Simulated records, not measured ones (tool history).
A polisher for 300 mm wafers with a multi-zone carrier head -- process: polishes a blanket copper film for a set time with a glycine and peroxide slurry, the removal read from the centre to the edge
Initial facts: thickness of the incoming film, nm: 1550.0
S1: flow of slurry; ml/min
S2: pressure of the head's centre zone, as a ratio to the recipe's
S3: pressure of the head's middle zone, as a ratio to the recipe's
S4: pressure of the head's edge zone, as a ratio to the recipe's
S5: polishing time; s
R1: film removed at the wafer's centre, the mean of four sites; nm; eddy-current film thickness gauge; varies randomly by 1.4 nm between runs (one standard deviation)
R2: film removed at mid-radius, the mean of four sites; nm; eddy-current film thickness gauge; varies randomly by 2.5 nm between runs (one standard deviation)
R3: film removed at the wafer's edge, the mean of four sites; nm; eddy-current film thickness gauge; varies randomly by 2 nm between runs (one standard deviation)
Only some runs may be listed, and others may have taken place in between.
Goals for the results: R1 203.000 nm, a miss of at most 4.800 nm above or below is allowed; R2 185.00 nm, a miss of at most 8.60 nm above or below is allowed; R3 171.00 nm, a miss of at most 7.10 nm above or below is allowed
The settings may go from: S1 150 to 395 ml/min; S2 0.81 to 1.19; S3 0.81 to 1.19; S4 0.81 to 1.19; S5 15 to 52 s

| run | hour | S1 | S2 | S3 | S4 | S5 | R1 | R2 | R3 |
|---|---|---|---|---|---|---|---|---|---|
| 1 | 0.0 | 250 | 1.00 | 1.00 | 1.00 | 33 | 130.540 | 131.61 | 132.59 |
| 2 | 5.5 | 250 | 0.95 | 1.00 | 1.00 | 33 | 122.870 | 133.88 | 126.21 |
| 3 | 6.3 | 250 | 0.91 | 1.00 | 1.00 | 33 | 118.430 | 130.20 | 128.53 |
| 4 | 9.2 | 250 | 0.91 | 1.00 | 1.00 | 26 | 94.051 | 106.24 | 101.35 |
| 5 | 13.4 | 270 | 0.98 | 1.02 | 1.00 | 29 | 112.290 | 117.97 | 115.40 |
| 6 | 18.8 | 270 | 1.03 | 1.05 | 0.98 | 32 | 130.880 | 135.84 | 124.61 |
| 7 | 24.9 | 280 | 1.07 | 1.06 | 0.99 | 34 | 147.830 | 143.89 | 137.30 |
| 8 | 27.7 | 340 | 1.17 | 1.16 | 0.98 | 40 | 191.270 | 186.13 | 157.86 |

Which of these 5 next moves meets every target?
| A | 30.5 | 355 | 1.19 | 1.17 | 1.02 | 39 | ? | ? | ? |
| B | 30.5 | 395 | 1.17 | 1.19 | 0.89 | 38 | ? | ? | ? |
| C | 30.5 | 330 | 1.05 | 1.11 | 1.12 | 43 | ? | ? | ? |
| D | 30.5 | 385 | 1.03 | 1.15 | 0.96 | 42 | ? | ? | ? |
| E | 30.5 | 365 | 1.13 | 1.01 | 0.93 | 44 | ? | ? | ? |

| move | R1 | R2 | R3 |
|---|---|---|---|
| A | 191.980 | 187.85 | 154.43 |
| B | 185.460 | 186.91 | 141.90 |
| C | 185.410 | 197.94 | 177.77 |
| D | 179.900 | 200.98 | 162.30 |
| E | 205.860 | 190.04 | 167.29 |
A: roughly where the last run was
B: further off than the last run
C: further off than the last run
D: further off than the last run
E: hits every target within its allowed miss
So the answer is move E, the one that meets all the targets.

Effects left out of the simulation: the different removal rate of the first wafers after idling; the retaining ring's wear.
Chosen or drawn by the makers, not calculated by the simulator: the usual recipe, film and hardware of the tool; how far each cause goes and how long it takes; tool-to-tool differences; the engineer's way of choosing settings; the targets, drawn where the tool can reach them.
